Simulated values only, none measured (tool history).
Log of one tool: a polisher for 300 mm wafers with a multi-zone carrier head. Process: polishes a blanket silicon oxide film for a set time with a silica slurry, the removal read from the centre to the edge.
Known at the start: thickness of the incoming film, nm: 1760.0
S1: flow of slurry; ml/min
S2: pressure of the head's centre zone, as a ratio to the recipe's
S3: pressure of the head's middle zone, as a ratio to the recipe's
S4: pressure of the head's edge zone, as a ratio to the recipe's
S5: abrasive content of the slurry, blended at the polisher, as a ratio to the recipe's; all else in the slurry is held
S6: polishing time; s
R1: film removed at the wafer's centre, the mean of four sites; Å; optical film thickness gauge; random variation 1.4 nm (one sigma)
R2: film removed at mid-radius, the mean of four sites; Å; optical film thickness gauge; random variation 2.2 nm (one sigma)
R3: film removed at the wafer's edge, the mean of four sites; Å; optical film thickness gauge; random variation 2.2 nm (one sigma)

run 1 hour=0 | S1=170 S2=1 S3=1 S4=1 S5=1 S6=42 | R1=1153.1 R2=1149.8 R3=1174.9
run 2 hour=3.2 | S1=170 S2=1 S3=1 S4=1 S5=1.15 S6=42 | R1=1226.5 R2=1224.1 R3=1240.5
run 3 hour=3.8 | S1=175 S2=1.02 S3=1 S4=1.03 S5=1.2 S6=42 | R1=1289.5 R2=1267.2 R3=1281.2
run 4 hour=8 | S1=175 S2=1.02 S3=0.96 S4=1.03 S5=1.2 S6=42 | R1=1280.5 R2=1220.5 R3=1297.3
run 5 hour=10.9 | S1=180 S2=1.03 S3=0.96 S4=1.05 S5=1.25 S6=42 | R1=1318.8 R2=1234.6 R3=1359.8
run 6 hour=13.5 | S1=180 S2=1.03 S3=0.96 S4=1.13 S5=1.25 S6=42 | R1=1327 R2=1230.5 R3=1356.6

The next listed run, before its measurement:
run 7 hour=22 | S1=190 S2=1.04 S3=0.97 S4=1.13 S5=1.3 S6=42 | R1=? R2=? R3=?

R1: 1365.5 Å
R2: 1278.4 Å
R3: 1420.7 Å
